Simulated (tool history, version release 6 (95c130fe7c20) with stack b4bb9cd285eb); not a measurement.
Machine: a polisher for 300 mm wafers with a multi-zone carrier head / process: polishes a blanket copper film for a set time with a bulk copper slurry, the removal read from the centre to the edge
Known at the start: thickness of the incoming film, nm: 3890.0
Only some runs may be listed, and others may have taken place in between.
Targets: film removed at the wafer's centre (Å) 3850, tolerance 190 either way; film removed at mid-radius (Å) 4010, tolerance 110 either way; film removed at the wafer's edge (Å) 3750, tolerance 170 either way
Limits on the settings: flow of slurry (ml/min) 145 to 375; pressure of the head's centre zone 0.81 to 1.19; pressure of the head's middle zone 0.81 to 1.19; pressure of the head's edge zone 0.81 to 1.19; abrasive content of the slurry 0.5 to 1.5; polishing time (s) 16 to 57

run,hour,flow of slurry (ml/min),pressure of the head's centre zone,pressure of the head's middle zone,pressure of the head's edge zone,abrasive content of the slurry,polishing time (s),film removed at the wafer's centre (Å),film removed at mid-radius (Å),film removed at the wafer's edge (Å)
1,0,240,1,1,1,1,36,2641.6,2594.6,2565.1
2,1.7,245,1.01,1.01,1.01,1.05,37,2778,2730,2690.4
3,2.9,250,1.02,1.02,1.02,1.1,38,2942.1,2827.4,2757.9
4,5.3,250,1.01,1.03,1.03,1.15,39,3014.1,3000.4,2930.7
5,12.1,250,1.01,1.04,1.04,1.2,39,3040,2984,2993.8
6,14.6,250,1.01,1.04,1.04,1.2,42,3238,3223.9,3167
7,20.4,255,1.01,1.05,1.05,1.25,42,3347.2,3326.1,3219.2
8,27.1,255,1.01,1.06,1.06,1.3,42,3323.7,3381.2,3231.9
9,31.8,255,1.01,1.06,1.07,1.3,42,3276.8,3368.2,3321.3
10,34.9,260,1.02,1.07,1.08,1.3,42,3463.7,3400.7,3296
11,43.3,265,1.02,1.08,1.09,1.3,42,3402.4,3436.3,3338.4
12,45.9,270,1.02,1.09,1.1,1.3,42,3363.8,3494.9,3418
13,53.2,275,1.03,1.1,1.1,1.3,42,3393.3,3522.5,3401.7
14,58.9,280,1.04,1.11,1.11,1.3,42,3493.5,3480.2,3393.4
15,67.4,280,1.04,1.12,1.11,1.3,42,3483.4,3499.2,3419.2

Which single option among these 4 for the next run brings every result within its allowed miss of target? Just one does.
A,75.9,325,0.89,0.98,1.19,1.05,51,?,?,?
B,75.9,280,0.86,1.18,1.18,1.2,50,?,?,?
C,75.9,285,0.95,1.15,1.09,1.5,45,?,?,?
D,75.9,245,1.02,1.14,1.08,1.3,48,?,?,?

move,film removed at the wafer's centre (Å),film removed at mid-radius (Å),film removed at the wafer's edge (Å)
A,3429.4,3883.9,4098.4
B,3308.3,4323.4,4083.2
C,3485,4054.6,3734.5
D,3786.6,4085.6,3781.3
A: nearer the targets than the last run, but a result is still out of spec
B: takes the result that was furthest off past its target
C: brings the result that was furthest off to its target, and leaves another outside
D: all results in spec
The move that meets every target is D.

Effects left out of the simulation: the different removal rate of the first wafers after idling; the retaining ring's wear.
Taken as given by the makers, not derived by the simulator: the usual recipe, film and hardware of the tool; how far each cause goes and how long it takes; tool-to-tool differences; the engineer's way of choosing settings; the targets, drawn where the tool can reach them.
